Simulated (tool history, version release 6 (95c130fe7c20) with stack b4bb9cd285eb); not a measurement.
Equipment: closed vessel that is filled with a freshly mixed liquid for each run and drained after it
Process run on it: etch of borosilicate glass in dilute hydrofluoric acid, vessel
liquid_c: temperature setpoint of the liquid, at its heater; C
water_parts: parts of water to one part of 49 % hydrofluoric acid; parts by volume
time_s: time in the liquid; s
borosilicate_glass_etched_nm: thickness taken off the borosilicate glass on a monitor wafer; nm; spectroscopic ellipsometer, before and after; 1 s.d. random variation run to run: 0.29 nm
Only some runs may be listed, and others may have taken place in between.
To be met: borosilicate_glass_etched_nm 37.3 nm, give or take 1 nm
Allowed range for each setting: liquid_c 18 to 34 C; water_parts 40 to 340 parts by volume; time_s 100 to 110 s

Run 1, hour 0: liquid_c 26 C, water_parts 190 parts by volume, time_s 100 s. Result: borosilicate_glass_etched_nm 21.64 nm.
Run 2, hour 1.5: liquid_c 28 C, water_parts 175 parts by volume, time_s 100 s. Result: borosilicate_glass_etched_nm 25.926 nm.
Run 3, hour 9.8: liquid_c 28 C, water_parts 175 parts by volume, time_s 110 s. Result: borosilicate_glass_etched_nm 28.524 nm.
Run 4, hour 11.8: liquid_c 28 C, water_parts 175 parts by volume, time_s 110 s. Result: borosilicate_glass_etched_nm 28.711 nm.
Run 5, hour 20: liquid_c 28 C, water_parts 175 parts by volume, time_s 110 s. Result: borosilicate_glass_etched_nm 28.67 nm.
Run 6, hour 23.1: liquid_c 28 C, water_parts 175 parts by volume, time_s 100 s. Result: borosilicate_glass_etched_nm 25.725 nm.
Run 7, hour 25.1: liquid_c 28 C, water_parts 175 parts by volume, time_s 100 s. Result: borosilicate_glass_etched_nm 25.748 nm.
Run 8, hour 33: liquid_c 29.5 C, water_parts 165 parts by volume, time_s 100 s. Result: borosilicate_glass_etched_nm 29.321 nm.

4 candidate next runs follow, results not yet known. Just one meets every target within its allowed miss. Identify it.
Run A, hour 40.9: liquid_c 30.5 C, water_parts 140 parts by volume, time_s 100 s. Result: borosilicate_glass_etched_nm ?.
Run B, hour 40.9: liquid_c 31 C, water_parts 165 parts by volume, time_s 110 s. Result: borosilicate_glass_etched_nm ?.
Run C, hour 40.9: liquid_c 30.5 C, water_parts 140 parts by volume, time_s 110 s. Result: borosilicate_glass_etched_nm ?.
Run D, hour 40.9: liquid_c 25 C, water_parts 185 parts by volume, time_s 105 s. Result: borosilicate_glass_etched_nm ?.

move  borosilicate_glass_etched_nm
   A                        37.233
   B                         34.22
   C                        40.957
   D                        22.909
A: in spec on every target
B: nearer the targets than the last run, but a result is still out of spec
C: carries the result that was furthest off beyond its target, to the other side
D: its largest miss is bigger than the last run's
The move that meets every target is A.
